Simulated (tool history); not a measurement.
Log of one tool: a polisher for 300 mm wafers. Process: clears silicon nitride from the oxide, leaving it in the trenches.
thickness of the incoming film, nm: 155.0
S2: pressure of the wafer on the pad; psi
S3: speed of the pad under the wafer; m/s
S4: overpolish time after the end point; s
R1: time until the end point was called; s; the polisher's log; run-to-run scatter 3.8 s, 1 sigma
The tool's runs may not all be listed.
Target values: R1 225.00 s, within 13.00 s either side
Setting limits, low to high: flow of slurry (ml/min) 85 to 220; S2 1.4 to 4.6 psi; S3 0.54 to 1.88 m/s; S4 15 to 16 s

Run 1, hour 0.0: flow of slurry (ml/min) 140, S2 3.0 psi, S3 1.20 m/s, S4 15 s. Result: R1 173.82 s.
Run 2, hour 8.5: flow of slurry (ml/min) 165, S2 3.0 psi, S3 1.20 m/s, S4 15 s. Result: R1 160.14 s.
Run 3, hour 16.0: flow of slurry (ml/min) 155, S2 2.8 psi, S3 1.20 m/s, S4 15 s. Result: R1 171.70 s.
Run 4, hour 17.3: flow of slurry (ml/min) 155, S2 2.8 psi, S3 1.08 m/s, S4 15 s. Result: R1 186.39 s.
Run 5, hour 23.9: flow of slurry (ml/min) 170, S2 2.8 psi, S3 1.08 m/s, S4 15 s. Result: R1 184.15 s.
Run 6, hour 30.1: flow of slurry (ml/min) 165, S2 2.7 psi, S3 1.08 m/s, S4 15 s. Result: R1 190.72 s.
Run 7, hour 38.6: flow of slurry (ml/min) 160, S2 2.6 psi, S3 1.08 m/s, S4 15 s. Result: R1 199.25 s.
Run 8, hour 45.4: flow of slurry (ml/min) 155, S2 2.5 psi, S3 1.08 m/s, S4 15 s. Result: R1 205.80 s.

4 next moves are on the table. One of them brings every result within its allowed miss. Which?
Run A, hour 52.2: flow of slurry (ml/min) 165, S2 2.6 psi, S3 1.10 m/s, S4 15 s. Result: R1 ?.
Run B, hour 52.2: flow of slurry (ml/min) 155, S2 2.2 psi, S3 1.50 m/s, S4 15 s. Result: R1 ?.
Run C, hour 52.2: flow of slurry (ml/min) 135, S2 2.5 psi, S3 1.04 m/s, S4 15 s. Result: R1 ?.
Run D, hour 52.2: flow of slurry (ml/min) 170, S2 2.6 psi, S3 1.24 m/s, S4 15 s. Result: R1 ?.

move      R1
   A  195.09
   B  187.22
   C  219.96
   D  180.36
A: moves away from the targets compared with the last run
B: moves away from the targets compared with the last run
C: in spec on every target
D: moves away from the targets compared with the last run
Move C is the one to make.

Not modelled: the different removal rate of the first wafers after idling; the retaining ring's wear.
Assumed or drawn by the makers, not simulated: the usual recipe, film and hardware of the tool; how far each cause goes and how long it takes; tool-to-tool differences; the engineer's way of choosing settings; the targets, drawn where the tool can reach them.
